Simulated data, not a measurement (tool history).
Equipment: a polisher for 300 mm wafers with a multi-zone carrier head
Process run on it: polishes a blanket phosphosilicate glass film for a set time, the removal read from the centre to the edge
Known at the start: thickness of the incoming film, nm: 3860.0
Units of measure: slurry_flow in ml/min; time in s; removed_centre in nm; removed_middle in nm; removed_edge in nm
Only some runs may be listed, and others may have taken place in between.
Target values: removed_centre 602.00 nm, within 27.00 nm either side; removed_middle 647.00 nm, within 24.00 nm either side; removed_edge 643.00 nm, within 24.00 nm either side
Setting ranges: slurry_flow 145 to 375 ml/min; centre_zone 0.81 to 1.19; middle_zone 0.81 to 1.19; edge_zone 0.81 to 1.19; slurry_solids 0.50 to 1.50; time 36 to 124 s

run,hour,slurry_flow,centre_zone,middle_zone,edge_zone,slurry_solids,time,removed_centre,removed_middle,removed_edge
1,0.0,240,1.00,1.00,1.00,1.00,79,417.23,417.53,420.20
2,7.5,240,1.00,1.01,1.02,1.10,80,428.63,447.23,448.37
3,10.3,240,1.00,1.01,1.02,0.95,80,425.51,420.02,407.73
4,16.9,240,1.00,1.01,1.02,0.95,92,486.81,480.46,479.73
5,24.1,245,1.01,1.02,1.02,1.00,92,485.90,496.07,484.26
6,28.7,245,1.03,1.02,1.02,1.05,93,529.60,521.84,503.24
7,33.1,245,1.03,1.02,1.03,1.10,93,523.42,516.09,519.37
8,33.9,245,1.04,1.03,1.03,1.15,93,557.18,540.19,527.79
9,40.8,245,1.03,1.04,1.04,1.20,93,537.07,545.74,545.52
10,47.8,285,1.11,1.14,1.11,1.45,94,674.16,663.41,603.01
11,54.3,280,1.09,1.13,1.12,1.45,94,655.22,646.77,621.36
12,58.9,280,1.08,1.13,1.12,1.45,94,646.23,666.73,604.74
13,60.3,275,1.07,1.12,1.13,1.45,94,615.71,655.67,606.69
14,63.1,275,1.07,1.11,1.14,1.45,94,641.47,647.31,626.73
15,67.4,275,1.06,1.11,1.14,1.45,94,629.27,648.46,615.82
16,68.7,270,1.05,1.10,1.14,1.45,94,602.25,638.68,603.81

5 next moves are on the table. One of them brings every result within its allowed miss. Which?
A,70.0,310,1.04,1.19,0.97,1.30,91,?,?,?
B,70.0,205,1.02,1.10,1.19,1.25,105,?,?,?
C,70.0,185,1.08,1.17,1.17,1.35,98,?,?,?
D,70.0,320,1.05,1.07,1.15,1.30,93,?,?,?
E,70.0,285,1.12,1.17,1.08,1.50,84,?,?,?

move,removed_centre,removed_middle,removed_edge
A,594.69,645.07,545.17
B,616.38,642.52,645.39
C,614.47,638.84,606.91
D,615.87,603.93,601.26
E,616.16,611.81,550.50
A: its largest miss is bigger than the last run's
B: every result lands within tolerance
C: an improvement on the last run, though not all results are within tolerance
D: its largest miss is bigger than the last run's
E: its largest miss is bigger than the last run's
Move B is the one to make.

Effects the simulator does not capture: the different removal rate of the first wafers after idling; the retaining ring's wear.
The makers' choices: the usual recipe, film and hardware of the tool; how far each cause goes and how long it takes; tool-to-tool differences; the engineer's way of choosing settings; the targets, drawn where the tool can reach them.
